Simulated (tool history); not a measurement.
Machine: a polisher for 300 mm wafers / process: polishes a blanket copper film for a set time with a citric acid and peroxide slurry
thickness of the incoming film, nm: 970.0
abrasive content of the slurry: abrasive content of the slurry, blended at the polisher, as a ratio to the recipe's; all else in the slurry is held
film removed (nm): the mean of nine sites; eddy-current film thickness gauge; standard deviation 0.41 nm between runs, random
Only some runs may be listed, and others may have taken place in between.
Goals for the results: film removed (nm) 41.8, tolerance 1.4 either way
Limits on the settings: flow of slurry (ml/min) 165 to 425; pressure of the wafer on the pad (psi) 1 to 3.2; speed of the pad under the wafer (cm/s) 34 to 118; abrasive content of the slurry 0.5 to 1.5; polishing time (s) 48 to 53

| run | hour | flow of slurry (ml/min) | pressure of the wafer on the pad (psi) | speed of the pad under the wafer (cm/s) | abrasive content of the slurry | polishing time (s) | film removed (nm) |
|---|---|---|---|---|---|---|---|
| 1 | 0 | 275 | 2.1 | 76 | 1 | 53 | 65.391 |
| 2 | 3.8 | 275 | 1.9 | 76 | 1 | 53 | 58.957 |
| 3 | 5.7 | 305 | 1.9 | 76 | 1 | 53 | 59.636 |
| 4 | 10.7 | 305 | 1.9 | 76 | 1 | 53 | 60.302 |
| 5 | 16.7 | 305 | 1.9 | 70 | 1 | 53 | 57.767 |
| 6 | 24.5 | 295 | 1.8 | 70 | 1 | 53 | 53.558 |
| 7 | 26.7 | 290 | 1.7 | 70 | 1 | 53 | 51.576 |
| 8 | 33 | 285 | 1.6 | 70 | 1 | 53 | 48.336 |
| 9 | 39.2 | 270 | 1.3 | 70 | 1 | 53 | 40.07 |

Which of these 4 next moves meets every target?
| A | 45.4 | 185 | 1.8 | 64 | 0.85 | 49 | ? |
| B | 45.4 | 195 | 1.4 | 62 | 1.2 | 53 | ? |
| C | 45.4 | 270 | 1.2 | 78 | 1 | 51 | ? |
| D | 45.4 | 300 | 1.5 | 68 | 1 | 50 | ? |

| move | film removed (nm) |
|---|---|
| A | 45.381 |
| B | 40.031 |
| C | 38.66 |
| D | 43.115 |
A: carries the result that was furthest off beyond its target, to the other side
B: as far off as the last run
C: moves away from the targets compared with the last run
D: each result inside its tolerance
D meets every target.
